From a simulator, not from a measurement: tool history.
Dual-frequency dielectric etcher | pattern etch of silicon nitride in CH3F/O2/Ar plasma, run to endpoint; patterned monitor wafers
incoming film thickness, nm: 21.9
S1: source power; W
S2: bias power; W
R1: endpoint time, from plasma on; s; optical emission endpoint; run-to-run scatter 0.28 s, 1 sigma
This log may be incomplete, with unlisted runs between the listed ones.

Run 1, hour 0: S1 530 W, S2 83 W. Result: R1 29.539 s.
Run 2, hour 1.2: S1 490 W, S2 80 W. Result: R1 30.598 s.
Run 3, hour 3.9: S1 490 W, S2 92 W. Result: R1 29.296 s.
Run 4, hour 10.4: S1 490 W, S2 102 W. Result: R1 28.314 s.
Run 5, hour 16.5: S1 440 W, S2 96 W. Result: R1 30.09 s.
Run 6, hour 19.4: S1 440 W, S2 87 W. Result: R1 31.048 s.

Run 7 has not been measured yet. What should we expect?
Run 7, hour 25.5: S1 410 W, S2 85 W. Result: R1 ?.

R1: 32.993 s
